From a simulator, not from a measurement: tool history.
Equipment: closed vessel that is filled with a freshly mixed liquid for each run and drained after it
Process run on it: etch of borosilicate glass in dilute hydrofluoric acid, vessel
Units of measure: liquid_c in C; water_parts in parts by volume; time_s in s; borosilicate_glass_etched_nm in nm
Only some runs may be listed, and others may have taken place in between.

run,hour,liquid_c,water_parts,time_s,borosilicate_glass_etched_nm
1,0,21,195,290,23.409
2,4.4,23,195,290,25.203
3,5.6,26,195,290,27.845
4,12.7,27,190,290,29.76
5,16,27,130,290,47.328
6,21.7,27,100,290,64.292
7,26.3,24,115,290,49.406

What does the tool deliver on the next run?
8,34.5,22,125,290,?

borosilicate_glass_etched_nm: 41.013 nm
